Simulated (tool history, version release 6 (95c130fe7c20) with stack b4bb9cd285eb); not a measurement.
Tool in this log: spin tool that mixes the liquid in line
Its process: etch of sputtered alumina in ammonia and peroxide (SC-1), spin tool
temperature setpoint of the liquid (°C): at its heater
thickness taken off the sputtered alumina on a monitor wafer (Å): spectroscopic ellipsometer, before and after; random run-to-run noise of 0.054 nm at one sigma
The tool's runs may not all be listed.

| run | hour | temperature setpoint of the liquid (°C) | parts of 29 % ammonia solution to one part of 30 % peroxide (parts by volume) | time under the liquid (s) | thickness taken off the sputtered alumina on a monitor wafer (Å) |
|---|---|---|---|---|---|
| 1 | 0 | 53 | 0.8 | 60 | 35.079 |
| 2 | 6.5 | 53 | 1.1 | 60 | 36.117 |
| 3 | 14.4 | 53 | 1.1 | 60 | 37.038 |
| 4 | 17.7 | 55 | 1.1 | 60 | 40.506 |
| 5 | 19 | 56.5 | 1.1 | 60 | 44.533 |
| 6 | 26.8 | 57.5 | 1.1 | 60 | 45.765 |
| 7 | 35.2 | 57.5 | 1.1 | 60 | 45.689 |

Run 8 is up next; what results do you expect?
| 8 | 42.9 | 58.5 | 1.1 | 60 | ? |

Logged for run 8: thickness taken off the sputtered alumina on a monitor wafer (Å) 47.905.
